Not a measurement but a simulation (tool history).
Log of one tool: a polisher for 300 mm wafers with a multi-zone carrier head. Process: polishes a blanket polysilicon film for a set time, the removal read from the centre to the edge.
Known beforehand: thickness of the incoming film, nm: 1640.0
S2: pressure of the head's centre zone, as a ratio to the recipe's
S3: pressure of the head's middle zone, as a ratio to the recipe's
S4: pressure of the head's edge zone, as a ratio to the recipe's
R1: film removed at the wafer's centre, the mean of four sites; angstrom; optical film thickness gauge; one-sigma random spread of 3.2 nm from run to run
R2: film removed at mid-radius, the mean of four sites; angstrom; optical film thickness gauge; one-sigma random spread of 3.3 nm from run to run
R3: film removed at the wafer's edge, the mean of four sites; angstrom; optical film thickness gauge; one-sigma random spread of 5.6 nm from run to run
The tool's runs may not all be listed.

Run 1, hour 0.0: flow of slurry (ml/min) 255, S2 1.00, S3 1.00, S4 1.00, polishing time (s) 72. Result: R1 3965.7 angstrom, R2 3975.3 angstrom, R3 3791.0 angstrom.
Run 2, hour 4.9: flow of slurry (ml/min) 255, S2 1.00, S3 1.00, S4 1.00, polishing time (s) 83. Result: R1 4548.4 angstrom, R2 4542.1 angstrom, R3 4420.8 angstrom.
Run 3, hour 9.4: flow of slurry (ml/min) 270, S2 1.00, S3 1.02, S4 1.01, polishing time (s) 83. Result: R1 4535.2 angstrom, R2 4617.4 angstrom, R3 4469.8 angstrom.
Run 4, hour 15.8: flow of slurry (ml/min) 270, S2 0.92, S3 1.02, S4 1.01, polishing time (s) 83. Result: R1 4182.3 angstrom, R2 4704.0 angstrom, R3 4518.3 angstrom.
Run 5, hour 23.4: flow of slurry (ml/min) 280, S2 0.94, S3 1.04, S4 1.01, polishing time (s) 83. Result: R1 4329.4 angstrom, R2 4728.8 angstrom, R3 4441.4 angstrom.
Run 6, hour 24.5: flow of slurry (ml/min) 285, S2 0.94, S3 1.06, S4 1.03, polishing time (s) 84. Result: R1 4386.9 angstrom, R2 4867.7 angstrom, R3 4671.7 angstrom.

What will run 7 give?
Run 7, hour 31.4: flow of slurry (ml/min) 285, S2 0.94, S3 1.06, S4 1.03, polishing time (s) 84. Result: R1 ?, R2 ?, R3 ?.

R1: 4428.1 angstrom
R2: 4862.3 angstrom
R3: 4631.1 angstrom

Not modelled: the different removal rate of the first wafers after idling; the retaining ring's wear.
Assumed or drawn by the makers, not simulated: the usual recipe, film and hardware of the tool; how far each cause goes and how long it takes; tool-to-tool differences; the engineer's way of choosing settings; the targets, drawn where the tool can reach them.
